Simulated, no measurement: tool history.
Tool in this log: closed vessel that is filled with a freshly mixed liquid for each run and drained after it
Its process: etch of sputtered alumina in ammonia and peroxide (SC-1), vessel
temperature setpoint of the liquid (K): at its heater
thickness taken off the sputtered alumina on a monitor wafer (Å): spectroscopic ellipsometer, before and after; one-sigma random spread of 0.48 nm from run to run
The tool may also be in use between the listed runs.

run,day,temperature setpoint of the liquid (K),parts of 29 % ammonia solution to one part of 30 % peroxide (parts by volume),time in the liquid (s),thickness taken off the sputtered alumina on a monitor wafer (Å)
1,0.000,335.15,0.45,740,825.11
2,0.354,334.15,0.45,740,778.31
3,0.629,334.15,0.45,790,839.03
4,0.954,339.15,0.45,790,1061.30
# day 1.329: ammonia flow meter replaced
5,1.329,339.15,0.55,790,1086.40
6,1.508,337.15,0.55,790,1004.60

Run 7, settings as shown, results not yet in. Your forecast:
7,1.604,329.15,0.55,785,?

{"run 7": {"thickness taken off the sputtered alumina on a monitor wafer (Å)": 665.12}}

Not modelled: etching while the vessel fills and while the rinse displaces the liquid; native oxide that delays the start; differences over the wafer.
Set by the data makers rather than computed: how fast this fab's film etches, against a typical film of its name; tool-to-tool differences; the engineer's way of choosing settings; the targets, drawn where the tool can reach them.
